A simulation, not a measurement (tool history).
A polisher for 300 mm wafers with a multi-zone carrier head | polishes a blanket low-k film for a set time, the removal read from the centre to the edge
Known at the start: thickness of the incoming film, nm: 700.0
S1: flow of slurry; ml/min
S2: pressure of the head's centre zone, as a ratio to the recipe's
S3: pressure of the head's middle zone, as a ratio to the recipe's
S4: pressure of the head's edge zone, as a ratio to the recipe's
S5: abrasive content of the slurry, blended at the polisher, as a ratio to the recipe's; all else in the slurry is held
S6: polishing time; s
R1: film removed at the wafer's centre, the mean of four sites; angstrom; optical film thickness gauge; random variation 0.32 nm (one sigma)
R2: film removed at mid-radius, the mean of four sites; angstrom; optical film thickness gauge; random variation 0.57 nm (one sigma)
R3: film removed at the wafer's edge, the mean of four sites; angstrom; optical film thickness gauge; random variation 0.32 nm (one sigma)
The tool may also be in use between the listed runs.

{"run": 1, "day": 0.0, "S1": 205, "S2": 1, "S3": 1, "S4": 1, "S5": 1, "S6": 70, "R1": 385.88, "R2": 375.41, "R3": 383.14}
{"run": 2, "day": 0.108, "S1": 205, "S2": 1, "S3": 1.06, "S4": 1, "S5": 1, "S6": 70, "R1": 385.31, "R2": 395.16, "R3": 386.04}
{"run": 3, "day": 0.321, "S1": 205, "S2": 1, "S3": 1.06, "S4": 0.95, "S5": 1, "S6": 70, "R1": 380.26, "R2": 407.5, "R3": 376.36}
{"run": 4, "day": 0.454, "S1": 205, "S2": 1.05, "S3": 1.06, "S4": 0.95, "S5": 1, "S6": 70, "R1": 398.98, "R2": 398.89, "R3": 371.63}
{"run": 5, "day": 0.792, "S1": 205, "S2": 1.05, "S3": 1.06, "S4": 0.9, "S5": 1, "S6": 70, "R1": 401.98, "R2": 393.96, "R3": 362.48}
{"run": 6, "day": 1.012, "S1": 215, "S2": 1.08, "S3": 1.04, "S4": 0.95, "S5": 1.05, "S6": 70, "R1": 422.34, "R2": 393.28, "R3": 381.98}
{"run": 7, "day": 1.279, "S1": 270, "S2": 1.18, "S3": 0.95, "S4": 1.05, "S5": 1.2, "S6": 70, "R1": 500.46, "R2": 394.61, "R3": 431.47}
{"run": 8, "day": 1.488, "S1": 275, "S2": 1.18, "S3": 0.95, "S4": 1.06, "S5": 1.2, "S6": 70, "R1": 503.43, "R2": 383.04, "R3": 426.06}

Forecast run 9:
{"run": 9, "day": 1.771, "S1": 275, "S2": 1.18, "S3": 0.95, "S4": 1.07, "S5": 1.2, "S6": 70, "R1": "?", "R2": "?", "R3": "?"}

Run 9 gave R1 498.25 angstrom, R2 395.77 angstrom, R3 440.33 angstrom.
